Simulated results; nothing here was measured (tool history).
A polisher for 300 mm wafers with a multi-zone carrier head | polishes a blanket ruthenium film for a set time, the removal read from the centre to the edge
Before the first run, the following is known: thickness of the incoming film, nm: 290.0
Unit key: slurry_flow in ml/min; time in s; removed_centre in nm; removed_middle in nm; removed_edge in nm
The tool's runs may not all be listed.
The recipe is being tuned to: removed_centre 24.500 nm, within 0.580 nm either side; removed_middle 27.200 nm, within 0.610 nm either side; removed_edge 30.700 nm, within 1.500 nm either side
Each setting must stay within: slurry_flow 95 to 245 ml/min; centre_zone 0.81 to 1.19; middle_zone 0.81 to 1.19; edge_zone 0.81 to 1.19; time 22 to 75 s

Run 1, day 0.000: slurry_flow 155 ml/min, centre_zone 1.00, middle_zone 1.00, edge_zone 1.00, time 48 s. Result: removed_centre 54.538 nm, removed_middle 55.889 nm, removed_edge 57.826 nm.
Run 2, day 0.267: slurry_flow 155 ml/min, centre_zone 1.00, middle_zone 1.00, edge_zone 1.06, time 48 s. Result: removed_centre 55.409 nm, removed_middle 55.023 nm, removed_edge 59.222 nm.
Run 3, day 0.633: slurry_flow 140 ml/min, centre_zone 0.95, middle_zone 0.95, edge_zone 1.01, time 39 s. Result: removed_centre 41.182 nm, removed_middle 42.139 nm, removed_edge 46.404 nm.
Run 4, day 0.704: slurry_flow 140 ml/min, centre_zone 0.95, middle_zone 0.95, edge_zone 1.04, time 39 s. Result: removed_centre 42.093 nm, removed_middle 42.276 nm, removed_edge 47.434 nm.
Run 5, day 1.038: slurry_flow 130 ml/min, centre_zone 0.91, middle_zone 0.91, edge_zone 0.98, time 34 s. Result: removed_centre 33.991 nm, removed_middle 34.789 nm, removed_edge 39.367 nm.
Run 6, day 1.300: slurry_flow 120 ml/min, centre_zone 0.88, middle_zone 0.89, edge_zone 0.94, time 32 s. Result: removed_centre 30.450 nm, removed_middle 31.757 nm, removed_edge 36.176 nm.
Run 7, day 1.425: slurry_flow 110 ml/min, centre_zone 0.86, middle_zone 0.88, edge_zone 0.91, time 31 s. Result: removed_centre 27.599 nm, removed_middle 29.874 nm, removed_edge 33.722 nm.
Run 8, day 1.496: slurry_flow 105 ml/min, centre_zone 0.85, middle_zone 0.86, edge_zone 0.88, time 31 s. Result: removed_centre 26.761 nm, removed_middle 28.618 nm, removed_edge 32.118 nm.
Run 9, day 1.658: slurry_flow 100 ml/min, centre_zone 0.84, middle_zone 0.86, edge_zone 0.87, time 31 s. Result: removed_centre 26.323 nm, removed_middle 28.297 nm, removed_edge 32.841 nm.
At day 1.771: edge zone pressure recalibrated.
Run 10, day 1.771: slurry_flow 100 ml/min, centre_zone 0.83, middle_zone 0.86, edge_zone 0.85, time 31 s. Result: removed_centre 25.836 nm, removed_middle 28.298 nm, removed_edge 30.616 nm.
Run 11, day 1.821: slurry_flow 100 ml/min, centre_zone 0.82, middle_zone 0.86, edge_zone 0.86, time 31 s. Result: removed_centre 25.442 nm, removed_middle 28.469 nm, removed_edge 31.089 nm.
Run 12, day 2.004: slurry_flow 100 ml/min, centre_zone 0.82, middle_zone 0.85, edge_zone 0.86, time 31 s. Result: removed_centre 25.462 nm, removed_middle 27.874 nm, removed_edge 30.506 nm.

Below are 5 possible settings for the next run. Only one of them brings all results inside the allowed miss of their targets. Which is it?
Run A, day 2.188: slurry_flow 120 ml/min, centre_zone 0.82, middle_zone 0.88, edge_zone 0.93, time 29 s. Result: removed_centre ?, removed_middle ?, removed_edge ?.
Run B, day 2.188: slurry_flow 105 ml/min, centre_zone 0.88, middle_zone 0.95, edge_zone 0.89, time 27 s. Result: removed_centre ?, removed_middle ?, removed_edge ?.
Run C, day 2.188: slurry_flow 170 ml/min, centre_zone 0.81, middle_zone 0.90, edge_zone 0.81, time 25 s. Result: removed_centre ?, removed_middle ?, removed_edge ?.
Run D, day 2.188: slurry_flow 100 ml/min, centre_zone 0.81, middle_zone 0.95, edge_zone 0.82, time 29 s. Result: removed_centre ?, removed_middle ?, removed_edge ?.
Run E, day 2.188: slurry_flow 95 ml/min, centre_zone 0.86, middle_zone 0.91, edge_zone 0.98, time 29 s. Result: removed_centre ?, removed_middle ?, removed_edge ?.

move  removed_centre  removed_middle  removed_edge
   A          25.297          28.467        30.305
   B          24.181          27.089        26.891
   C          23.530          27.007        25.931
   D          23.447          28.645        27.544
   E          24.385          27.162        29.548
A: lands further from the targets than the last run did
B: the worst result of the last run now meets its target, but another is out of spec
C: takes the result that was furthest off past its target
D: takes the result that was furthest off past its target
E: in spec on every target
E meets every target.
